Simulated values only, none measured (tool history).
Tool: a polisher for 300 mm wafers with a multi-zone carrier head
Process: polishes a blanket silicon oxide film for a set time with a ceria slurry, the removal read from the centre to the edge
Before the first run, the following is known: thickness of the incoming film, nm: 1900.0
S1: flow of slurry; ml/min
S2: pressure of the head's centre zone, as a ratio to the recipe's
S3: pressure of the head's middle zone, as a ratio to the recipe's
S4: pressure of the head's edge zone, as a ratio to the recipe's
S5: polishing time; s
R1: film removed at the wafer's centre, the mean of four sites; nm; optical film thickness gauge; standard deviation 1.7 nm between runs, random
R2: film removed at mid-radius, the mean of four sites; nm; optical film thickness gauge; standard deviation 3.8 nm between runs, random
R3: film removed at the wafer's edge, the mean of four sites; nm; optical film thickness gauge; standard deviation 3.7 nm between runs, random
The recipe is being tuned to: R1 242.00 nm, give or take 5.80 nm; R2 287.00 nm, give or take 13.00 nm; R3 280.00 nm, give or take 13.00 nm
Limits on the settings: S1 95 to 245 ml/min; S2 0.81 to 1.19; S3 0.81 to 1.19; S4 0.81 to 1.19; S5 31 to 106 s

Run 1, day 0.000: S1 155 ml/min, S2 1.00, S3 1.00, S4 1.00, S5 68 s. Result: R1 572.26 nm, R2 504.77 nm, R3 525.97 nm.
Run 2, day 0.271: S1 135 ml/min, S2 0.94, S3 1.02, S4 0.98, S5 56 s. Result: R1 425.57 nm, R2 417.61 nm, R3 409.82 nm.
Run 3, day 0.300: S1 120 ml/min, S2 0.90, S3 1.02, S4 1.01, S5 49 s. Result: R1 351.39 nm, R2 352.12 nm, R3 360.18 nm.
Run 4, day 0.608: S1 120 ml/min, S2 0.90, S3 1.09, S4 1.01, S5 49 s. Result: R1 348.76 nm, R2 374.67 nm, R3 370.23 nm.
Run 5, day 0.900: S1 115 ml/min, S2 0.87, S3 1.09, S4 1.01, S5 44 s. Result: R1 298.04 nm, R2 332.33 nm, R3 322.64 nm.
At day 0.975: centre zone pressure recalibrated.
Run 6, day 0.975: S1 115 ml/min, S2 0.87, S3 1.09, S4 1.07, S5 44 s. Result: R1 273.03 nm, R2 335.51 nm, R3 326.36 nm.
Run 7, day 1.288: S1 120 ml/min, S2 0.86, S3 1.08, S4 1.06, S5 41 s. Result: R1 252.68 nm, R2 306.86 nm, R3 305.26 nm.
Run 8, day 1.458: S1 115 ml/min, S2 0.86, S3 1.09, S4 1.05, S5 40 s. Result: R1 244.36 nm, R2 304.50 nm, R3 302.57 nm.

4 candidate next runs follow, results not yet known. Just one meets every target within its allowed miss. Identify it.
Run A, day 1.629: S1 105 ml/min, S2 0.82, S3 1.07, S4 1.10, S5 41 s. Result: R1 ?, R2 ?, R3 ?.
Run B, day 1.629: S1 100 ml/min, S2 0.85, S3 1.19, S4 1.07, S5 42 s. Result: R1 ?, R2 ?, R3 ?.
Run C, day 1.629: S1 100 ml/min, S2 0.81, S3 1.04, S4 1.10, S5 43 s. Result: R1 ?, R2 ?, R3 ?.
Run D, day 1.629: S1 110 ml/min, S2 0.87, S3 1.06, S4 0.97, S5 40 s. Result: R1 ?, R2 ?, R3 ?.

move      R1      R2      R3
   A  233.30  297.39  311.94
   B  244.53  329.66  311.99
   C  238.21  300.72  324.54
   D  244.76  291.07  288.39
A: further off than the last run
B: further off than the last run
C: further off than the last run
D: in spec on every target
Correct choice: D, which meets every target

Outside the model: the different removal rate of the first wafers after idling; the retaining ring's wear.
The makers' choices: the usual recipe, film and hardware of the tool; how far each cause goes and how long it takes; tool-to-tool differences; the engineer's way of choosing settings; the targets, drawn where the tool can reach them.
